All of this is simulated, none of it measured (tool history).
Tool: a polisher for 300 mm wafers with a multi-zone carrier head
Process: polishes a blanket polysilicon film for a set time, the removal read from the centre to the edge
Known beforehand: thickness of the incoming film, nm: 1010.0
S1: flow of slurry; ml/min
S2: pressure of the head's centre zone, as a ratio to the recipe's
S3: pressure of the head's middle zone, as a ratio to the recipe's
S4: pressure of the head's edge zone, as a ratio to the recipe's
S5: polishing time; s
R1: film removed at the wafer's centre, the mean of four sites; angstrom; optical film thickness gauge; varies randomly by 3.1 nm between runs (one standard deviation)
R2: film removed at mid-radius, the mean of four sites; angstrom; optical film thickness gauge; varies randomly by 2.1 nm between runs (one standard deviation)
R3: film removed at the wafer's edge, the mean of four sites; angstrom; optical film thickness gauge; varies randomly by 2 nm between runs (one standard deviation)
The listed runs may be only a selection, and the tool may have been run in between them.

run	hour	S1	S2	S3	S4	S5	R1	R2	R3
1	0	205	1	1	1	45	3700	3803	3791.7
2	4.9	200	1.02	0.96	0.96	42	3454.8	3381.2	3480.4
3	10	200	1.02	0.93	0.96	42	3530.3	3296.3	3454.4
4	18.3	200	1.03	0.91	0.93	40	3392.6	3108.3	3194.7
5	20.4	225	1.03	0.91	0.93	40	3344.7	3178.6	3244.6
6	28	225	1.03	0.91	0.93	46	3916.3	3638.5	3717.4
# hour 29.5: worn pad replaced by a new one
7	29.5	225	1.03	0.91	0.93	46	4320.4	3981.8	4134.2

What will run 8 give?
8	33.3	190	1.06	0.83	0.83	33	?	?	?

{"run 8": {"R1": 3203.7, "R2": 2612.9, "R3": 2815.2}}

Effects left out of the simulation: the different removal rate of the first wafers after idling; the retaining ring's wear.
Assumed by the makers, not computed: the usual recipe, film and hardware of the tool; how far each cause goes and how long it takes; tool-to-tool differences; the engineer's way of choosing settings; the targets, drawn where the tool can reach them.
